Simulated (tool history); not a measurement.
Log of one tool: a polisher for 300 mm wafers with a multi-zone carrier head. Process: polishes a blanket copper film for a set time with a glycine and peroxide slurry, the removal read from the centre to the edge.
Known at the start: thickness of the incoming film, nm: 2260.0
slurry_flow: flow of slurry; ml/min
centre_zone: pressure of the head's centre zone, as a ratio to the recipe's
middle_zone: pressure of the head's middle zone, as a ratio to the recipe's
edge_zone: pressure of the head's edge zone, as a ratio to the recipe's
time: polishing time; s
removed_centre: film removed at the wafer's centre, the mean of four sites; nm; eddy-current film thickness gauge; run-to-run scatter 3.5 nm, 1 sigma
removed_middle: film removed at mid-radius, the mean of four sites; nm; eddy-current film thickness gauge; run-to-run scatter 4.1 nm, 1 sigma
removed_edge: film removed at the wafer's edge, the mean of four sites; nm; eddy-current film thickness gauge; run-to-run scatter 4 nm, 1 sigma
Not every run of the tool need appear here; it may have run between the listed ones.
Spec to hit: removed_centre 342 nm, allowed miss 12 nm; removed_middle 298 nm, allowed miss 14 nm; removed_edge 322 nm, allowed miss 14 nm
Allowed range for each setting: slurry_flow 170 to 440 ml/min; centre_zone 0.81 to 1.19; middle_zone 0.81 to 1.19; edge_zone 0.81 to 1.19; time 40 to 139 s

run 1 day=0 | slurry_flow=280 centre_zone=1 middle_zone=1 edge_zone=1 time=89 | removed_centre=426.86 removed_middle=426.38 removed_edge=419.93
run 2 day=0.175 | slurry_flow=280 centre_zone=1 middle_zone=0.97 edge_zone=0.98 time=84 | removed_centre=403.04 removed_middle=388.3 removed_edge=394.35
run 3 day=0.2 | slurry_flow=280 centre_zone=1 middle_zone=0.89 edge_zone=0.98 time=84 | removed_centre=399.62 removed_middle=365.13 removed_edge=396.4
run 4 day=0.554 | slurry_flow=280 centre_zone=1 middle_zone=0.89 edge_zone=0.98 time=64 | removed_centre=306.48 removed_middle=283.17 removed_edge=306.06
run 5 day=0.892 | slurry_flow=305 centre_zone=1 middle_zone=0.89 edge_zone=0.98 time=64 | removed_centre=306.84 removed_middle=279.43 removed_edge=301.21
run 6 day=1 | slurry_flow=305 centre_zone=1 middle_zone=0.89 edge_zone=0.91 time=64 | removed_centre=303.4 removed_middle=280.85 removed_edge=293.19
run 7 day=1.025 | slurry_flow=305 centre_zone=1.01 middle_zone=0.89 edge_zone=0.93 time=65 | removed_centre=320.37 removed_middle=287.39 removed_edge=296.7
run 8 day=1.379 | slurry_flow=300 centre_zone=1.02 middle_zone=0.89 edge_zone=0.94 time=66 | removed_centre=324.65 removed_middle=289.2 removed_edge=303.16
run 9 day=1.746 | slurry_flow=295 centre_zone=1.02 middle_zone=0.89 edge_zone=0.95 time=67 | removed_centre=324.67 removed_middle=297.18 removed_edge=306.44

Exercise: of the 5 proposed moves below, exactly one satisfies all targets within the stated allowed misses. Which move is it?
run A day=2.112 | slurry_flow=225 centre_zone=0.98 middle_zone=0.89 edge_zone=0.9 time=67 | removed_centre=? removed_middle=? removed_edge=?
run B day=2.112 | slurry_flow=335 centre_zone=1.01 middle_zone=0.85 edge_zone=0.97 time=69 | removed_centre=? removed_middle=? removed_edge=?
run C day=2.112 | slurry_flow=270 centre_zone=1.18 middle_zone=1.01 edge_zone=0.89 time=65 | removed_centre=? removed_middle=? removed_edge=?
run D day=2.112 | slurry_flow=310 centre_zone=1.11 middle_zone=0.96 edge_zone=1.04 time=60 | removed_centre=? removed_middle=? removed_edge=?
run E day=2.112 | slurry_flow=295 centre_zone=0.99 middle_zone=0.81 edge_zone=0.98 time=65 | removed_centre=? removed_middle=? removed_edge=?

move=A removed_centre=304.97 removed_middle=281.93 removed_edge=297.99
move=B removed_centre=338.83 removed_middle=292.88 removed_edge=326.85
move=C removed_centre=353.03 removed_middle=310.88 removed_edge=292.38
move=D removed_centre=315.31 removed_middle=279.33 removed_edge=289.78
move=E removed_centre=309.34 removed_middle=261.67 removed_edge=306.14
A: moves away from the targets compared with the last run
B: all results in spec
C: brings the result that was furthest off to its target, and leaves another outside
D: moves away from the targets compared with the last run
E: moves away from the targets compared with the last run
So the answer is move B, the one that meets all the targets.
